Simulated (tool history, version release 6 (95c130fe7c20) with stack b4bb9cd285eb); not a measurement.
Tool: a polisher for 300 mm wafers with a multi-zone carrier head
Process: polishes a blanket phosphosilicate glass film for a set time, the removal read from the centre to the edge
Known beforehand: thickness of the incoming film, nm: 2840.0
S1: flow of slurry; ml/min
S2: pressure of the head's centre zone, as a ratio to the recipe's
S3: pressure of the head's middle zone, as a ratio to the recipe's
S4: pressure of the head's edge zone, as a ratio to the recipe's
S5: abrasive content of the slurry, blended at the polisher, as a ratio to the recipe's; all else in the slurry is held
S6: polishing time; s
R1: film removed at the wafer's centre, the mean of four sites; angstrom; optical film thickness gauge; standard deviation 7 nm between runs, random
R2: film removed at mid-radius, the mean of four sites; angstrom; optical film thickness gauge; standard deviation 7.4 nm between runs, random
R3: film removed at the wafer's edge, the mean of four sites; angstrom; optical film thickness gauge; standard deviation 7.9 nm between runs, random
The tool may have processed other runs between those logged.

run 1 hour=0 | S1=190 S2=1 S3=1 S4=1 S5=1 S6=89 | R1=5612.5 R2=5485.6 R3=5454.4
run 2 hour=6.7 | S1=190 S2=1 S3=1 S4=1 S5=1.15 S6=89 | R1=5947.3 R2=5970.1 R3=5754
run 3 hour=7.5 | S1=225 S2=1 S3=1 S4=1 S5=1.15 S6=89 | R1=6081.3 R2=6080.1 R3=5948
run 4 hour=10.2 | S1=225 S2=1 S3=1.07 S4=1 S5=1.15 S6=89 | R1=6154.3 R2=6479.2 R3=5798
run 5 hour=17.9 | S1=235 S2=0.99 S3=1.06 S4=1.04 S5=1.25 S6=90 | R1=6366.8 R2=6753.2 R3=6277.8
run 6 hour=26.1 | S1=235 S2=0.99 S3=1.06 S4=1.04 S5=1.1 S6=90 | R1=6005.2 R2=6341.3 R3=5867.2
run 7 hour=30.5 | S1=240 S2=0.99 S3=1.06 S4=1.06 S5=1.2 S6=91 | R1=6278.7 R2=6781.1 R3=6373

Run 8 is up next; what results do you expect?
run 8 hour=31.5 | S1=240 S2=0.99 S3=1.06 S4=1.06 S5=1.2 S6=91 | R1=? R2=? R3=?

Run 8 came out at R1 6386.2 angstrom, R2 6687.9 angstrom, R3 6478 angstrom.
